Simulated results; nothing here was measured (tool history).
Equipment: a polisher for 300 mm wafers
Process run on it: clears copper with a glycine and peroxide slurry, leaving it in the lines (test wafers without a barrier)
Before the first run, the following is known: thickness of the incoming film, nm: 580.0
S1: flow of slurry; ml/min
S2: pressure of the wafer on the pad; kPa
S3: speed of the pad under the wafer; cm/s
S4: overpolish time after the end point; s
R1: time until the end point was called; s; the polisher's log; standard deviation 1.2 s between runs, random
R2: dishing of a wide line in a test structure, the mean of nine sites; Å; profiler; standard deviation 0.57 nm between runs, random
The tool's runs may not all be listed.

| run | hour | S1 | S2 | S3 | S4 | R1 | R2 |
|---|---|---|---|---|---|---|---|
| 1 | 0.0 | 210 | 18.6 | 100 | 21 | 90.365 | 421.62 |
| 2 | 4.9 | 210 | 16.5 | 100 | 21 | 97.680 | 379.12 |
| 3 | 8.9 | 210 | 15.2 | 104 | 18 | 97.999 | 371.18 |
| 4 | 12.8 | 210 | 15.2 | 104 | 22 | 100.430 | 393.63 |
| 5 | 16.0 | 210 | 15.2 | 104 | 19 | 100.140 | 378.19 |
| 6 | 21.6 | 210 | 15.2 | 124 | 19 | 90.866 | 386.56 |
| 7 | 29.3 | 215 | 13.8 | 126 | 16 | 96.346 | 366.88 |
| 8 | 33.9 | 195 | 13.1 | 132 | 14 | 98.162 | 339.80 |
| 9 | 38.1 | 180 | 12.4 | 136 | 12 | 101.600 | 303.74 |
| 10 | 40.8 | 140 | 12.4 | 140 | 6 | 105.460 | 198.34 |
| 11 | 42.0 | 145 | 12.4 | 140 | 6 | 104.370 | 194.09 |
| 12 | 47.7 | 150 | 12.4 | 140 | 6 | 103.510 | 194.37 |
| 13 | 51.2 | 155 | 12.4 | 140 | 6 | 102.360 | 191.06 |
| 14 | 53.6 | 160 | 11.7 | 140 | 7 | 106.230 | 213.83 |
| 15 | 58.1 | 165 | 11.7 | 140 | 7 | 103.370 | 213.46 |
| 16 | 59.7 | 160 | 11.7 | 140 | 17 | 105.140 | 345.24 |
| 17 | 66.7 | 155 | 11.7 | 138 | 16 | 106.800 | 322.45 |
| 18 | 70.6 | 150 | 11.7 | 138 | 15 | 108.090 | 326.79 |
| 19 | 74.7 | 210 | 9.0 | 142 | 6 | 121.110 | 180.34 |
| 20 | 83.2 | 210 | 9.7 | 142 | 7 | 113.950 | 200.64 |
| 21 | 86.4 | 215 | 9.7 | 142 | 8 | 113.700 | 236.03 |
| 22 | 94.5 | 220 | 9.7 | 142 | 8 | 110.810 | 234.51 |
| 23 | 97.7 | 225 | 9.7 | 142 | 8 | 109.080 | 229.20 |
| 24 | 104.7 | 225 | 11.0 | 142 | 16 | 102.540 | 344.58 |

Run 25 has not been measured yet. What should we expect?
| 25 | 112.4 | 225 | 11.0 | 142 | 15 | ? | ? |

{"run 25": {"R1": 103.78, "R2": 338.24}}
